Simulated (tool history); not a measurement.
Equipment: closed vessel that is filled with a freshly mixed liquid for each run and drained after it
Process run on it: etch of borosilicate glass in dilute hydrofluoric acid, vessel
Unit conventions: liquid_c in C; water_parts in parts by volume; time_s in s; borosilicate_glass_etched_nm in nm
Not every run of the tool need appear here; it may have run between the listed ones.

run,hour,liquid_c,water_parts,time_s,borosilicate_glass_etched_nm
1,0.0,24.0,175,50,5.0081
2,7.2,22.0,175,50,4.6572
3,10.7,22.0,200,50,3.9724
4,15.2,23.5,195,50,4.3466
5,18.5,25.0,195,50,4.5776
6,25.5,26.0,195,50,4.7700

Run 7 comes next. What will it give?
7,29.9,30.0,180,50,?

Logged for run 7: borosilicate_glass_etched_nm 6.0505 nm.
